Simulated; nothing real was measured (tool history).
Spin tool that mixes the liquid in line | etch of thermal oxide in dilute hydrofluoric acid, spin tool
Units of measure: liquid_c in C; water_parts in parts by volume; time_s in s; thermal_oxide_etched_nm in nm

run  hour  liquid_c  water_parts  time_s  thermal_oxide_etched_nm
  1   0.0      21.0          285     310                   4.2367
  2   6.5      21.0          285     330                   4.4715
  3  10.9      23.5          240     330                   6.0709
  4  17.7      23.5          240     330                   6.0949
  5  22.4      26.5          240     330                   6.8014
     31.4  -- thermometer replaced
  6  31.4      24.5          240     330                   5.8533
  7  39.8      25.5          195     330                   8.1161
  8  41.5      26.5          185     330                   8.8708

For run 9, what comes out?
  9  48.8      27.0          180     330                        ?

{"run 9": {"thermal_oxide_etched_nm": 9.2065}}
